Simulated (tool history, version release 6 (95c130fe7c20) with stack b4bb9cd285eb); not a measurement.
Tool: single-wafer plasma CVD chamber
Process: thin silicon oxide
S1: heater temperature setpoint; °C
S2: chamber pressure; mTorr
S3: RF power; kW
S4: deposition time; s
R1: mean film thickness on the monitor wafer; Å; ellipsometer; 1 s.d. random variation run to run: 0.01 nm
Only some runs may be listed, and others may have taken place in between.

{"run": 1, "day": 0.0, "S1": 380, "S2": 919, "S3": 0.255, "S4": 3.19, "R1": 61.658}
{"run": 2, "day": 0.042, "S1": 374, "S2": 919, "S3": 0.255, "S4": 3.19, "R1": 61.96}
{"run": 3, "day": 0.196, "S1": 374, "S2": 875, "S3": 0.255, "S4": 3.19, "R1": 59.355}
{"run": 4, "day": 0.421, "S1": 374, "S2": 841, "S3": 0.255, "S4": 3.19, "R1": 57.284}
{"run": 5, "day": 0.671, "S1": 374, "S2": 841, "S3": 0.255, "S4": 3.02, "R1": 54.458}
{"run": 6, "day": 0.754, "S1": 374, "S2": 825, "S3": 0.255, "S4": 3.02, "R1": 53.314}

The next listed run, before its measurement:
{"run": 7, "day": 1.071, "S1": 374, "S2": 814, "S3": 0.255, "S4": 3.02, "R1": "?"}

R1: 52.705 Å
